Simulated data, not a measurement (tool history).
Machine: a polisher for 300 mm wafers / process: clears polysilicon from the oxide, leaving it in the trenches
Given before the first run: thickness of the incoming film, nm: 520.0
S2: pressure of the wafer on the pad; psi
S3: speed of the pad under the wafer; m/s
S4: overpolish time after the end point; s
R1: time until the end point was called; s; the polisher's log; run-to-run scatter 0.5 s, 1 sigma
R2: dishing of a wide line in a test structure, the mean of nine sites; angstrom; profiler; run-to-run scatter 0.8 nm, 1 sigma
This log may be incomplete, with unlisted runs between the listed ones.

run 1 hour=0.0 | flow_of_slurry_(ml/min)=255 S2=1.9 S3=0.98 S4=8 | R1=50.283 R2=513.49
run 2 hour=1.1 | flow_of_slurry_(ml/min)=255 S2=1.9 S3=0.76 S4=8 | R1=60.341 R2=475.26
run 3 hour=4.7 | flow_of_slurry_(ml/min)=255 S2=1.7 S3=0.76 S4=8 | R1=69.020 R2=444.39
run 4 hour=9.8 | flow_of_slurry_(ml/min)=255 S2=1.7 S3=0.76 S4=6 | R1=66.779 R2=372.87
run 5 hour=15.4 | flow_of_slurry_(ml/min)=255 S2=1.8 S3=0.76 S4=6 | R1=62.812 R2=378.09
run 6 hour=18.0 | flow_of_slurry_(ml/min)=215 S2=1.8 S3=0.76 S4=6 | R1=65.899 R2=381.36
run 7 hour=25.8 | flow_of_slurry_(ml/min)=215 S2=1.9 S3=0.76 S4=6 | R1=62.253 R2=388.29
run 8 hour=33.3 | flow_of_slurry_(ml/min)=215 S2=2.0 S3=0.76 S4=6 | R1=57.639 R2=398.86

For run 9, what comes out?
run 9 hour=37.9 | flow_of_slurry_(ml/min)=215 S2=2.1 S3=0.76 S4=6 | R1=? R2=?

R1: 55.119 s
R2: 417.45 angstrom
